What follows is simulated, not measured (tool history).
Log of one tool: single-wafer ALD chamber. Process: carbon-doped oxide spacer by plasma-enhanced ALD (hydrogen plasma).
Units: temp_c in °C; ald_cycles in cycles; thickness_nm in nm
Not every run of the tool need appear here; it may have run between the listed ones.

run    day  temp_c  ald_cycles  thickness_nm
  1      0     415         647        33.811
  2  0.412     408         647        34.485
  3  0.608     408         594        31.654
  4  0.733     408         514        27.488
  5  0.842     402         514        28.025
  6  1.242     402         561        30.611

Expected results for the next run?
  7  1.358     399         599             ?

thickness_nm: 32.651 nm

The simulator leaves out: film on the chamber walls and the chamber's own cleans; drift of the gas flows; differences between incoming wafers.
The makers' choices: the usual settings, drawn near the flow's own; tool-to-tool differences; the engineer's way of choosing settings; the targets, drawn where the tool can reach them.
